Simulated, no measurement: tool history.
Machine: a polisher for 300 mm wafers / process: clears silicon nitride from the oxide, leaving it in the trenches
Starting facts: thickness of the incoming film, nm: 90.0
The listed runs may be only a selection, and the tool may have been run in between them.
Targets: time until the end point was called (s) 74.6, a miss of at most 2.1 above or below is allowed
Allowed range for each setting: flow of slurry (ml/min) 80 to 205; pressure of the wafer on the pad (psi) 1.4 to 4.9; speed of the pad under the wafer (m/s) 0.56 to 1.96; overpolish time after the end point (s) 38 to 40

| run | hour | flow of slurry (ml/min) | pressure of the wafer on the pad (psi) | speed of the pad under the wafer (m/s) | overpolish time after the end point (s) | time until the end point was called (s) |
|---|---|---|---|---|---|---|
| 1 | 0 | 135 | 3.1 | 1.26 | 38 | 103.28 |
| 2 | 7.7 | 140 | 3.3 | 1.26 | 38 | 97.192 |
| 3 | 11.5 | 140 | 3.3 | 1.44 | 38 | 84.884 |
| 4 | 14 | 145 | 3.4 | 1.44 | 38 | 80.72 |
| 5 | 15 | 145 | 3 | 1.44 | 38 | 92.156 |
| 6 | 18.1 | 145 | 3 | 1.44 | 40 | 90.725 |
| 7 | 21 | 150 | 3.1 | 1.44 | 40 | 89.359 |
| 8 | 29.3 | 150 | 3.2 | 1.44 | 40 | 84.404 |
| 9 | 35.1 | 155 | 3.2 | 1.44 | 40 | 84.265 |
| 10 | 42.4 | 160 | 3.2 | 1.44 | 40 | 84.685 |
| 11 | 50.9 | 160 | 3.3 | 1.44 | 40 | 82.993 |
|  | 52.9 | slurry nozzle cleaned |
| 12 | 52.9 | 160 | 3.4 | 1.44 | 40 | 72.056 |
| 13 | 56.9 | 155 | 3.4 | 1.44 | 40 | 72.242 |

Below are 5 possible settings for the next run. Only one of them brings all results inside the allowed miss of their targets. Which is it?
| A | 60.9 | 155 | 3.2 | 1.56 | 39 | ? |
| B | 60.9 | 145 | 3.8 | 1.34 | 40 | ? |
| C | 60.9 | 115 | 3.4 | 1.6 | 40 | ? |
| D | 60.9 | 140 | 3.7 | 1.28 | 38 | ? |
| E | 60.9 | 150 | 3.4 | 1.48 | 40 | ? |

| move | time until the end point was called (s) |
|---|---|
| A | 70.797 |
| B | 69.464 |
| C | 69.109 |
| D | 74.735 |
| E | 70.391 |
A: moves away from the targets compared with the last run
B: moves away from the targets compared with the last run
C: moves away from the targets compared with the last run
D: hits every target within its allowed miss
E: moves away from the targets compared with the last run
So the answer is move D, the one that meets all the targets.
